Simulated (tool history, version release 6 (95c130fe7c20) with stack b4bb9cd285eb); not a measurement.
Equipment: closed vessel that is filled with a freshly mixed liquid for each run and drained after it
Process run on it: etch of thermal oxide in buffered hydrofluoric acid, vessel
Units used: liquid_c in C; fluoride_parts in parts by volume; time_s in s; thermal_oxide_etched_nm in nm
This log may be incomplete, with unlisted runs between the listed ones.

run 1 hour=0.0 | liquid_c=24.0 fluoride_parts=13.0 time_s=90 | thermal_oxide_etched_nm=81.940
run 2 hour=3.5 | liquid_c=24.0 fluoride_parts=13.0 time_s=90 | thermal_oxide_etched_nm=81.650
run 3 hour=10.8 | liquid_c=24.0 fluoride_parts=14.5 time_s=90 | thermal_oxide_etched_nm=72.961
run 4 hour=11.7 | liquid_c=24.0 fluoride_parts=14.5 time_s=90 | thermal_oxide_etched_nm=72.739
run 5 hour=18.4 | liquid_c=26.0 fluoride_parts=14.0 time_s=90 | thermal_oxide_etched_nm=84.434
run 6 hour=23.6 | liquid_c=27.5 fluoride_parts=13.5 time_s=90 | thermal_oxide_etched_nm=95.003

What does the tool deliver on the next run?
run 7 hour=30.1 | liquid_c=28.5 fluoride_parts=13.0 time_s=90 | thermal_oxide_etched_nm=?

Run 7 measured thermal_oxide_etched_nm 103.960 nm.
